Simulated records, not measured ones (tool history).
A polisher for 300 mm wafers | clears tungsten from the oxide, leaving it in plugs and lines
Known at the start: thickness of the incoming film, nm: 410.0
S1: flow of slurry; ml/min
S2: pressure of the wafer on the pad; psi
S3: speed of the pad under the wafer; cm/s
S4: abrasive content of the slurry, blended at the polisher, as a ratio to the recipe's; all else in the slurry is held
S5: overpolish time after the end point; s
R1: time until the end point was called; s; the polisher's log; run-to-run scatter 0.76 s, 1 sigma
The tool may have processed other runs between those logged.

run	hour	S1	S2	S3	S4	S5	R1
1	0	210	3.4	132	1	4	68.666
2	2.8	210	3.4	132	1	4	68.831
3	8.2	210	3.4	156	1	4	58.013
4	16.1	210	3.4	156	1	4	57.655
5	17.6	210	3.2	156	1	4	61.683
6	26.6	210	3.2	156	0.8	4	64.464

The next listed run, before its measurement:
7	28.6	210	3	156	0.8	4	?

For run 7 the tool returned R1 68.289 s.
